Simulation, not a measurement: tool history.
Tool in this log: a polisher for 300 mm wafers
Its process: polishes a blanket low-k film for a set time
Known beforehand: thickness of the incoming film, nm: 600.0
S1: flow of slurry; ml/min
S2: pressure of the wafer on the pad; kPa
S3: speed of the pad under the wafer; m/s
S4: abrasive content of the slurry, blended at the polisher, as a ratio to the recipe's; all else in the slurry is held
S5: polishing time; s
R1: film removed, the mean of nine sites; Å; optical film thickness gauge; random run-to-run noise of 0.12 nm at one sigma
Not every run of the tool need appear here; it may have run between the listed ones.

{"run": 1, "hour": 0.0, "S1": 220, "S2": 13.1, "S3": 1.28, "S4": 1, "S5": 59, "R1": 253.27}
{"run": 2, "hour": 8.7, "S1": 220, "S2": 13.1, "S3": 1.04, "S4": 1, "S5": 59, "R1": 214.58}
{"run": 3, "hour": 11.4, "S1": 220, "S2": 13.1, "S3": 1.04, "S4": 1, "S5": 59, "R1": 212.29}
{"run": 4, "hour": 16.7, "S1": 220, "S2": 15.2, "S3": 1.04, "S4": 1, "S5": 59, "R1": 245.28}
{"run": 5, "hour": 18.0, "S1": 220, "S2": 12.4, "S3": 0.9, "S4": 0.95, "S5": 59, "R1": 172.6}
{"run": 6, "hour": 23.2, "S1": 220, "S2": 12.4, "S3": 0.9, "S4": 1.05, "S5": 59, "R1": 183.95}
{"run": 7, "hour": 27.1, "S1": 220, "S2": 10.3, "S3": 0.82, "S4": 1.05, "S5": 59, "R1": 144.04}
{"run": 8, "hour": 35.6, "S1": 220, "S2": 9, "S3": 0.78, "S4": 1.05, "S5": 59, "R1": 122.44}
{"run": 9, "hour": 36.5, "S1": 220, "S2": 8.3, "S3": 0.78, "S4": 1.05, "S5": 59, "R1": 111.83}

Expected results for the next run?
{"run": 10, "hour": 43.2, "S1": 220, "S2": 7.6, "S3": 0.78, "S4": 1.05, "S5": 59, "R1": "?"}

For run 10 the tool returned R1 104.17 Å.
